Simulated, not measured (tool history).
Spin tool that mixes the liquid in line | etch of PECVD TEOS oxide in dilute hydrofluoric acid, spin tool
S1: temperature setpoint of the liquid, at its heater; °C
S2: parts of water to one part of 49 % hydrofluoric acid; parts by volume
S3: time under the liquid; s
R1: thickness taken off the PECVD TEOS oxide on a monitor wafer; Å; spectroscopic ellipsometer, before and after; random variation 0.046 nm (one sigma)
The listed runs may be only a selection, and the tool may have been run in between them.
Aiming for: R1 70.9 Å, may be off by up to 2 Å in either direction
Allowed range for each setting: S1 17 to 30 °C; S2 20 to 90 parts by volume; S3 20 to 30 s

run	hour	S1	S2	S3	R1
1	0	22	50	30	61.163
2	8.5	22	35	30	88.67
3	12.2	18.5	35	30	76.307
4	17.4	18.5	35	20	50.318
5	21.3	19.5	35	20	53.17
6	28.8	19.5	35	30	79.957
7	37.1	19	35	30	77.426
8	43.2	18.5	35	30	76.919

Below are 5 possible settings for the next run. Only one of them brings all results inside the allowed miss of their targets. Which is it?
A	49.3	21	30	20	?
B	49.3	17	35	30	?
C	49.3	17	20	20	?
D	49.3	17	30	30	?
E	49.3	17.5	30	30	?

move	R1
A	66.2
B	71.147
C	84.392
D	83.468
E	85.324
A: moves the result that the last run missed by most past its target, out the other side
B: all results in spec
C: its largest miss is bigger than the last run's
D: its largest miss is bigger than the last run's
E: its largest miss is bigger than the last run's
The right move is B.
